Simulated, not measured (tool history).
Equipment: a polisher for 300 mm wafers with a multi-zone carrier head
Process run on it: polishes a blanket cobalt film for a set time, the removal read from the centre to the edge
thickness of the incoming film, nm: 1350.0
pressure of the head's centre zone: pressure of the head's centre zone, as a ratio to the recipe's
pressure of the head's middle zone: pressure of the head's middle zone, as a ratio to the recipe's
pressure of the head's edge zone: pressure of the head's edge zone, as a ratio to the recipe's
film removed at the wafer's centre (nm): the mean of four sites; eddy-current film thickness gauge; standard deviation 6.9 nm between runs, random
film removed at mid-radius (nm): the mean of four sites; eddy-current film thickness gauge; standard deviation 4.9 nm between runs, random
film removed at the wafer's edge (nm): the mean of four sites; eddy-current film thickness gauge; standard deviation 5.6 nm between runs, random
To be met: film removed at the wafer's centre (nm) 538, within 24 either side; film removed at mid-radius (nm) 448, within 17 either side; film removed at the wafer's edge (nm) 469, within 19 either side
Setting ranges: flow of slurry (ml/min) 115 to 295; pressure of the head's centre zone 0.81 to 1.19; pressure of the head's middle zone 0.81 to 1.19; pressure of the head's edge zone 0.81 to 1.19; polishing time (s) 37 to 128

| run | hour | flow of slurry (ml/min) | pressure of the head's centre zone | pressure of the head's middle zone | pressure of the head's edge zone | polishing time (s) | film removed at the wafer's centre (nm) | film removed at mid-radius (nm) | film removed at the wafer's edge (nm) |
|---|---|---|---|---|---|---|---|---|---|
| 1 | 0 | 190 | 1 | 1 | 1 | 82 | 398.26 | 394.53 | 392.43 |
| 2 | 1.2 | 190 | 0.92 | 1 | 1 | 82 | 362.82 | 399.78 | 386.25 |
| 3 | 3.2 | 225 | 0.92 | 1 | 1 | 82 | 373.32 | 408.26 | 399.59 |
| 4 | 11.9 | 230 | 0.97 | 1.01 | 1.01 | 83 | 415.76 | 417 | 402.18 |
| 5 | 18.4 | 235 | 0.99 | 1 | 1.03 | 85 | 422.44 | 429.63 | 422.36 |
| 6 | 27.2 | 235 | 0.99 | 1 | 0.99 | 85 | 426.31 | 427.04 | 409.68 |
| 7 | 28.7 | 240 | 1.02 | 1 | 1.01 | 86 | 442.76 | 426.66 | 423.75 |
| 8 | 35.5 | 245 | 1.05 | 1 | 1.02 | 87 | 457.97 | 441.35 | 427.25 |
| 9 | 40.8 | 250 | 1.08 | 0.98 | 1.03 | 88 | 481.73 | 431.68 | 436.87 |
| 10 | 49.3 | 250 | 1.1 | 0.98 | 1.04 | 89 | 503.31 | 439.67 | 439.47 |
| 11 | 55.6 | 250 | 1.1 | 0.97 | 1.05 | 90 | 498.56 | 439.72 | 453.87 |

Consider the 4 candidate settings below. Which is the only one whose results all fall within their allowed miss of target?
| A | 61.9 | 270 | 1.11 | 0.93 | 1.03 | 93 | ? | ? | ? |
| B | 61.9 | 245 | 0.97 | 1.02 | 1.08 | 88 | ? | ? | ? |
| C | 61.9 | 245 | 1.19 | 0.86 | 1.01 | 91 | ? | ? | ? |
| D | 61.9 | 230 | 1.19 | 0.93 | 0.96 | 91 | ? | ? | ? |

| move | film removed at the wafer's centre (nm) | film removed at mid-radius (nm) | film removed at the wafer's edge (nm) |
|---|---|---|---|
| A | 526.9 | 438.72 | 462.46 |
| B | 430.05 | 443.88 | 442.18 |
| C | 545.75 | 397.61 | 445.41 |
| D | 541.11 | 420.86 | 433.2 |
A: all results land within tolerance of their targets
B: moves away from the targets compared with the last run
C: brings the result that was furthest off to its target, and leaves another outside
D: brings the result that was furthest off to its target, and leaves another outside
The move that meets every target is A.
